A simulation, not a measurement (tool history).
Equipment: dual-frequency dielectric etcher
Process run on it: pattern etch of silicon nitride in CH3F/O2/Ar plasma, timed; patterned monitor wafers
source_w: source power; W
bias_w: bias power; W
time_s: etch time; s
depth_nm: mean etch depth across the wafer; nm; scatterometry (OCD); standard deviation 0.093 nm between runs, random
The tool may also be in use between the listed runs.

Run 1, hour 0.0: source_w 550 W, bias_w 67 W, time_s 53.5 s. Result: depth_nm 45.391 nm.
Run 2, hour 1.6: source_w 510 W, bias_w 66 W, time_s 53.5 s. Result: depth_nm 43.352 nm.
Run 3, hour 8.1: source_w 490 W, bias_w 65 W, time_s 53.5 s. Result: depth_nm 41.798 nm.
Run 4, hour 10.2: source_w 530 W, bias_w 65 W, time_s 53.5 s. Result: depth_nm 43.985 nm.
Run 5, hour 12.6: source_w 500 W, bias_w 64 W, time_s 53.5 s. Result: depth_nm 42.196 nm.
Run 6, hour 21.6: source_w 480 W, bias_w 64 W, time_s 53.5 s. Result: depth_nm 41.061 nm.
Run 7, hour 24.5: source_w 480 W, bias_w 64 W, time_s 53.5 s. Result: depth_nm 41.034 nm.
Run 8, hour 32.1: source_w 470 W, bias_w 64 W, time_s 53.5 s. Result: depth_nm 40.464 nm.

Expected results for the next run?
Run 9, hour 37.7: source_w 430 W, bias_w 63 W, time_s 53.5 s. Result: depth_nm ?.

depth_nm: 37.740 nm

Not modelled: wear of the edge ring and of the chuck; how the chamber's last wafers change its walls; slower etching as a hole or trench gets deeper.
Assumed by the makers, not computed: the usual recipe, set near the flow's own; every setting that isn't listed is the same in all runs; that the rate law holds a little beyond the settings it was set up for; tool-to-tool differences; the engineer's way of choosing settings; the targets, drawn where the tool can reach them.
